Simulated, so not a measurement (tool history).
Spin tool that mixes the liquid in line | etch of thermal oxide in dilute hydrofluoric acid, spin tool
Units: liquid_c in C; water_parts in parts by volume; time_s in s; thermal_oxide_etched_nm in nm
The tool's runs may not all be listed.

| run | day | liquid_c | water_parts | time_s | thermal_oxide_etched_nm |
|---|---|---|---|---|---|
| 1 | 0.000 | 20.0 | 270 | 45 | 0.55858 |
| 2 | 0.238 | 23.0 | 270 | 45 | 0.63375 |
| 3 | 0.479 | 21.5 | 270 | 45 | 0.61220 |
| 4 | 0.833 | 23.0 | 270 | 45 | 0.63851 |
| 5 | 0.871 | 20.5 | 270 | 45 | 0.57708 |
| 6 | 1.042 | 23.0 | 270 | 45 | 0.63222 |
| 7 | 1.383 | 24.0 | 265 | 45 | 0.67874 |
| 8 | 1.550 | 25.0 | 265 | 45 | 0.69916 |

What will run 9 give?
| 9 | 1.792 | 25.5 | 265 | 45 | ? |

thermal_oxide_etched_nm: 0.70823 nm

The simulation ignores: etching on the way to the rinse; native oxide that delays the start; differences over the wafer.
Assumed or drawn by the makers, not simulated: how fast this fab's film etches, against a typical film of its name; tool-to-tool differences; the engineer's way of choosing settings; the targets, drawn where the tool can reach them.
